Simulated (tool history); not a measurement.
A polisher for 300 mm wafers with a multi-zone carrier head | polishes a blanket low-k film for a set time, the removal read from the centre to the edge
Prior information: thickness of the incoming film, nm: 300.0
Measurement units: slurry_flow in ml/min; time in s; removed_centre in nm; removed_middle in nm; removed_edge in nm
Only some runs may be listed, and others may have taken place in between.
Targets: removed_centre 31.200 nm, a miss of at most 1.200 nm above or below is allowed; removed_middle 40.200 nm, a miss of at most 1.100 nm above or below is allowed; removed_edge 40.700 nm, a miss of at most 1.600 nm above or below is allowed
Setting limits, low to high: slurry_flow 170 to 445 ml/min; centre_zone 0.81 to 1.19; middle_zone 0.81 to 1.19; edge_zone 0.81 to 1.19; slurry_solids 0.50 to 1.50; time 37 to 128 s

run	hour	slurry_flow	centre_zone	middle_zone	edge_zone	slurry_solids	time	removed_centre	removed_middle	removed_edge
1	0.0	285	1.00	1.00	1.00	1.00	82	35.347	35.895	36.582
2	2.4	290	0.95	1.03	1.05	1.00	82	34.744	36.802	37.943
3	6.9	275	0.90	1.08	1.10	1.00	82	32.062	38.348	39.288
4	15.8	275	0.90	1.08	1.04	1.00	82	32.483	37.958	36.863
5	20.7	275	0.90	1.01	1.04	1.00	82	32.309	36.151	38.194
6	22.3	275	0.90	1.08	1.04	1.00	82	31.592	38.019	37.773
7	26.4	280	0.88	1.09	1.07	1.00	82	31.904	38.290	36.960
8	35.2	260	0.88	1.10	1.10	1.00	82	32.014	38.447	38.073
9	44.0	270	0.86	1.11	1.13	1.00	82	31.014	38.707	38.444

Of the 4 settings listed for the next run, only one would bring every result within its allowed miss of target. Which one?
A	52.8	290	0.88	1.15	1.04	0.95	82	?	?	?
B	52.8	305	0.87	1.15	1.04	0.90	84	?	?	?
C	52.8	275	0.88	1.17	1.12	0.75	90	?	?	?
D	52.8	255	0.85	1.14	1.19	1.05	82	?	?	?

move	removed_centre	removed_middle	removed_edge
A	31.555	39.818	37.106
B	31.548	40.239	37.448
C	31.634	40.531	38.672
D	31.044	40.294	40.677
A: lands further from the targets than the last run did
B: lands further from the targets than the last run did
C: nearer than the last run, and not there yet
D: in spec on every target
So the answer is move D, the one that meets all the targets.
